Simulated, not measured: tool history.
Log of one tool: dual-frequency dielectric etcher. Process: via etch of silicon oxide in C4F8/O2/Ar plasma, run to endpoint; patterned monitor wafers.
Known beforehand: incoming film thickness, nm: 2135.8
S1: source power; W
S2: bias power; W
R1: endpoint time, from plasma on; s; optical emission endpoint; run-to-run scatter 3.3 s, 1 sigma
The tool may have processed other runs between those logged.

run	hour	S1	S2	R1
1	0.0	1740	2199	455.83
2	3.7	1740	1896	469.53
3	12.4	1610	1896	488.96
4	21.1	1610	2033	483.68
5	23.4	1530	1961	500.14
6	24.2	1460	1914	521.02
7	26.0	1410	1904	525.41
8	33.8	1410	1904	524.62
9	40.1	1360	1876	537.85
10	44.8	1320	1861	547.64
11	52.3	1280	1853	558.83
12	56.3	1250	1848	568.92
13	58.1	1230	1844	576.18
14	59.8	1210	1841	577.80

Run 15 comes next. What will it give?
15	67.7	1190	1838	?

{"run 15": {"R1": 579.99}}
